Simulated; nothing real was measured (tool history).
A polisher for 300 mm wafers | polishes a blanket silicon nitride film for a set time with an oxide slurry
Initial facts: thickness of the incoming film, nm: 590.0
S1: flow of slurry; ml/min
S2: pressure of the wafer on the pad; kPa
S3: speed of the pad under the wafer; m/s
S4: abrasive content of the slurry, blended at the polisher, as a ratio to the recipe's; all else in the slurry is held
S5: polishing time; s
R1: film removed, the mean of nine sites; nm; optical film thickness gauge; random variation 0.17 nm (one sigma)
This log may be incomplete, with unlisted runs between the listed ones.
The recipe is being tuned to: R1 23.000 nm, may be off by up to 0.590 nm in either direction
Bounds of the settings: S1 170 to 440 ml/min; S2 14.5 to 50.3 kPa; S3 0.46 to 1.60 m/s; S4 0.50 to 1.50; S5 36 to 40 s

run,hour,S1,S2,S3,S4,S5,R1
1,0.0,280,32.4,1.02,1.00,40,30.949
2,3.9,220,32.4,1.02,1.00,40,29.918
3,11.5,215,30.3,1.02,1.00,40,27.668
4,17.5,210,29.0,1.02,1.00,40,26.455
5,20.5,210,29.0,1.02,1.10,40,28.036
6,25.3,205,27.6,1.02,1.10,40,26.000
7,27.4,200,26.9,1.02,1.10,40,25.759
8,33.3,195,26.2,1.02,1.10,40,24.922
9,36.1,190,25.5,1.02,1.10,40,24.235
# hour 40.7: slurry blender recalibrated
10,40.7,190,24.8,1.02,1.10,40,28.319
11,42.1,185,29.0,1.00,1.10,40,32.028
12,43.0,215,29.0,1.00,1.10,40,32.636
13,50.4,205,27.6,1.00,1.10,40,30.638
14,57.4,200,25.5,1.00,1.10,40,28.557
15,61.4,195,22.8,1.02,1.10,40,25.835

Of the 4 settings listed for the next run, only one would bring every result within its allowed miss of target. Which one?
A,65.4,170,22.1,1.26,1.05,36,?
B,65.4,235,22.1,1.08,1.00,36,?
C,65.4,175,22.1,0.92,1.30,40,?
D,65.4,225,29.6,0.78,0.90,38,?

move,R1
A,24.828
B,23.117
C,24.673
D,25.093
A: nearer than the last run, and not there yet
B: all results in spec
C: nearer than the last run, and not there yet
D: nearer than the last run, and not there yet
The right move is B.

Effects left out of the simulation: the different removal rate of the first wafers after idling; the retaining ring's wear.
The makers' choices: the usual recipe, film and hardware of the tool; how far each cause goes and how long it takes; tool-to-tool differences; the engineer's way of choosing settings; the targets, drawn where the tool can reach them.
